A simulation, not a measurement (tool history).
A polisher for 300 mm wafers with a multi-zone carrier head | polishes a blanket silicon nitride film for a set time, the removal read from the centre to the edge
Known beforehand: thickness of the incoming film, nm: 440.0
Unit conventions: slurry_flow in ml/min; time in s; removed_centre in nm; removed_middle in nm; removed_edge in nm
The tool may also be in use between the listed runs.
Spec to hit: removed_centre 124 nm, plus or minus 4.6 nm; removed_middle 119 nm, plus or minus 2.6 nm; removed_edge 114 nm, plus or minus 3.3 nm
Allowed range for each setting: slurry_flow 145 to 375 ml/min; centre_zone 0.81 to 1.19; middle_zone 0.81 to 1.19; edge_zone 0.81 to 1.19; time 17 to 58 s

run 1 hour=0 | slurry_flow=240 centre_zone=1 middle_zone=1 edge_zone=1 time=37 | removed_centre=80.567 removed_middle=87.718 removed_edge=91.003
run 2 hour=6.2 | slurry_flow=240 centre_zone=1 middle_zone=1 edge_zone=0.95 time=37 | removed_centre=81.486 removed_middle=87.37 removed_edge=89.626
run 3 hour=7 | slurry_flow=255 centre_zone=1.03 middle_zone=1.02 edge_zone=0.96 time=38 | removed_centre=85.363 removed_middle=91.799 removed_edge=91.621
run 4 hour=12.8 | slurry_flow=255 centre_zone=1.03 middle_zone=1.05 edge_zone=0.96 time=38 | removed_centre=85.523 removed_middle=94.441 removed_edge=91.824
run 5 hour=16.9 | slurry_flow=255 centre_zone=1 middle_zone=1.05 edge_zone=0.96 time=38 | removed_centre=82.837 removed_middle=95.407 removed_edge=92.128
run 6 hour=22.7 | slurry_flow=260 centre_zone=1.03 middle_zone=1.05 edge_zone=0.96 time=40 | removed_centre=91.783 removed_middle=100.68 removed_edge=96.643
run 7 hour=28.7 | slurry_flow=265 centre_zone=1.06 middle_zone=1.05 edge_zone=0.98 time=41 | removed_centre=96.601 removed_middle=102.4 removed_edge=101.07
run 8 hour=30.3 | slurry_flow=275 centre_zone=1.08 middle_zone=1.06 edge_zone=0.98 time=42 | removed_centre=99.577 removed_middle=107.77 removed_edge=104.74
run 9 hour=32.6 | slurry_flow=275 centre_zone=1.08 middle_zone=1.06 edge_zone=0.98 time=42 | removed_centre=101.28 removed_middle=105.38 removed_edge=102
run 10 hour=37.7 | slurry_flow=280 centre_zone=1.1 middle_zone=1.07 edge_zone=0.99 time=43 | removed_centre=104.63 removed_middle=110.18 removed_edge=108.02

Which of these 4 next moves meets every target?
run A hour=42.8 | slurry_flow=270 centre_zone=1.19 middle_zone=1.04 edge_zone=0.94 time=42 | removed_centre=? removed_middle=? removed_edge=?
run B hour=42.8 | slurry_flow=325 centre_zone=1.14 middle_zone=1.07 edge_zone=1.02 time=48 | removed_centre=? removed_middle=? removed_edge=?
run C hour=42.8 | slurry_flow=350 centre_zone=1.19 middle_zone=1.17 edge_zone=0.81 time=45 | removed_centre=? removed_middle=? removed_edge=?
run D hour=42.8 | slurry_flow=295 centre_zone=1.18 middle_zone=1.05 edge_zone=0.92 time=47 | removed_centre=? removed_middle=? removed_edge=?

move=A removed_centre=112.05 removed_middle=103.97 removed_edge=102.45
move=B removed_centre=125.06 removed_middle=123.93 removed_edge=122.35
move=C removed_centre=123.4 removed_middle=126.24 removed_edge=105.91
move=D removed_centre=125.55 removed_middle=118.35 removed_edge=114.5
A: its largest miss is bigger than the last run's
B: gets the furthest-off result to its target, but another result is out of tolerance
C: gets the furthest-off result to its target, but another result is out of tolerance
D: every result within its allowed miss
Move D is the one to make.
